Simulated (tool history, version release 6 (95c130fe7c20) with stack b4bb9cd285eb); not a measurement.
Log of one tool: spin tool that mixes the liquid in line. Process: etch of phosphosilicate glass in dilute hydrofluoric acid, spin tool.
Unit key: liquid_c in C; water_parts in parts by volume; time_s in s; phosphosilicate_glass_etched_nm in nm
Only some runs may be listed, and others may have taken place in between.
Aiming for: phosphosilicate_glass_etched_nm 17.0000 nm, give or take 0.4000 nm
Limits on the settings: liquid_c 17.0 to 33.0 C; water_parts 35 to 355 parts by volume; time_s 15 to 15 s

| run | hour | liquid_c | water_parts | time_s | phosphosilicate_glass_etched_nm |
|---|---|---|---|---|---|
| 1 | 0.0 | 25.0 | 195 | 15 | 7.0503 |
| 2 | 3.6 | 25.0 | 195 | 15 | 7.0078 |
| 3 | 9.4 | 25.0 | 195 | 15 | 7.0016 |
| 4 | 15.8 | 22.5 | 195 | 15 | 6.4291 |
| 5 | 20.4 | 24.0 | 195 | 15 | 6.7954 |
| 6 | 24.0 | 26.0 | 175 | 15 | 8.2576 |
| 7 | 26.4 | 27.5 | 155 | 15 | 10.2020 |
| 8 | 31.9 | 28.5 | 145 | 15 | 11.4810 |
| 9 | 39.0 | 32.5 | 105 | 15 | 19.3060 |
| 10 | 42.1 | 30.0 | 105 | 15 | 17.6500 |

Consider the 5 candidate settings below. Which is the only one whose results all fall within their allowed miss of target?
| A | 45.2 | 31.5 | 105 | 15 | ? |
| B | 45.2 | 30.5 | 105 | 15 | ? |
| C | 45.2 | 31.0 | 105 | 15 | ? |
| D | 45.2 | 30.5 | 110 | 15 | ? |
| E | 45.2 | 30.5 | 115 | 15 | ? |

| move | phosphosilicate_glass_etched_nm |
|---|---|
| A | 18.7160 |
| B | 18.0500 |
| C | 18.3810 |
| D | 17.1020 |
| E | 16.2380 |
A: moves away from the targets compared with the last run
B: moves away from the targets compared with the last run
C: moves away from the targets compared with the last run
D: all results in spec
E: takes the result that was furthest off past its target
D is the move that brings every result within its allowed miss.
